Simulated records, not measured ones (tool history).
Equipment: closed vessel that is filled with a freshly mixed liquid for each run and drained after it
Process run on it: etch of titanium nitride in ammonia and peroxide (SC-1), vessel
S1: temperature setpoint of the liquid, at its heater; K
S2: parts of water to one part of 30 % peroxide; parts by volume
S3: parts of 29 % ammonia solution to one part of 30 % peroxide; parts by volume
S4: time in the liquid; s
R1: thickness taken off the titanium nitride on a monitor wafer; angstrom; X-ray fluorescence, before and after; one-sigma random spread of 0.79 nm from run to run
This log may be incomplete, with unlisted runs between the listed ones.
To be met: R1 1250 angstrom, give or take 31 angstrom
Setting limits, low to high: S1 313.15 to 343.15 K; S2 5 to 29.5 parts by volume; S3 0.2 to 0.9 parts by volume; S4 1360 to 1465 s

{"run": 1, "hour": 0.0, "S1": 329.15, "S2": 16.5, "S3": 0.5, "S4": 1360, "R1": 716.57}
{"run": 2, "hour": 2.7, "S1": 329.15, "S2": 13, "S3": 0.5, "S4": 1360, "R1": 818.54}
{"run": 3, "hour": 8.2, "S1": 329.15, "S2": 13, "S3": 0.5, "S4": 1465, "R1": 876.39}
{"run": 4, "hour": 10.1, "S1": 329.15, "S2": 13, "S3": 0.65, "S4": 1465, "R1": 915.82}
{"run": 5, "hour": 17.1, "S1": 329.15, "S2": 10.5, "S3": 0.65, "S4": 1465, "R1": 1019.8}
{"run": 6, "hour": 24.3, "S1": 329.65, "S2": 10.5, "S3": 0.65, "S4": 1465, "R1": 1062.2}
{"run": 7, "hour": 31.7, "S1": 329.65, "S2": 10.5, "S3": 0.65, "S4": 1465, "R1": 1071.6}
{"run": 8, "hour": 36.3, "S1": 330.15, "S2": 10.5, "S3": 0.65, "S4": 1465, "R1": 1094.3}
{"run": 9, "hour": 36.9, "S1": 332.65, "S2": 10.5, "S3": 0.65, "S4": 1465, "R1": 1296.3}

Pick the move, out of 4, that brings all results within their allowed miss; only one does.
{"run": "A", "hour": 37.5, "S1": 333.15, "S2": 10, "S3": 0.65, "S4": 1410, "R1": "?"}
{"run": "B", "hour": 37.5, "S1": 335.65, "S2": 15.5, "S3": 0.55, "S4": 1465, "R1": "?"}
{"run": "C", "hour": 37.5, "S1": 333.65, "S2": 11, "S3": 0.65, "S4": 1465, "R1": "?"}
{"run": "D", "hour": 37.5, "S1": 332.65, "S2": 8.5, "S3": 0.65, "S4": 1360, "R1": "?"}

move=A R1=1322.5
move=B R1=1241.9
move=C R1=1350.8
move=D R1=1341.3
A: moves away from the targets compared with the last run
B: in spec on every target
C: moves away from the targets compared with the last run
D: moves away from the targets compared with the last run
B is the move that brings every result within its allowed miss.
